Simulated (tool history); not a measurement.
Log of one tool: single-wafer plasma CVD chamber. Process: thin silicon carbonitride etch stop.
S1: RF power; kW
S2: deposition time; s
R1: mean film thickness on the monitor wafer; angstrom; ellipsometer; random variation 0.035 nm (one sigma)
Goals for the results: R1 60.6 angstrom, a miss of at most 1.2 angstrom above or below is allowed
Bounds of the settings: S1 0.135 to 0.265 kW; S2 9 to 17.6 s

run  hour     S1    S2      R1
  1     0    0.2  13.3  79.144
  2   4.8    0.2  11.9  71.459
  3  11.5    0.2  13.1  78.103
  4  18.6   0.19  12.6   74.03
  5  24.4  0.185  12.2  71.324
     31.8  -- thermocouple changed; heater temperature recalibrated
  6  31.8   0.18  11.9  69.416
  7    37  0.175  11.6  66.325
  8  40.5   0.17  11.5  64.909
  9  41.2  0.165  11.5  64.158
 10  44.9   0.16  11.5  64.064

Which one of the following 5 next-run settings gets every result inside its allowed miss? There is exactly one.
  A  48.6   0.15    12   ?
  B  48.6   0.17    12   ?
  C  48.6  0.145  11.3   ?
  D  48.6  0.165  12.5   ?
  E  48.6   0.16    12   ?

move      R1
   A  65.565
   B  68.405
   C  61.028
   D  70.543
   E   67.02
A: misses by more than the last run did
B: misses by more than the last run did
C: all results land within tolerance of their targets
D: misses by more than the last run did
E: misses by more than the last run did
The right move is C.
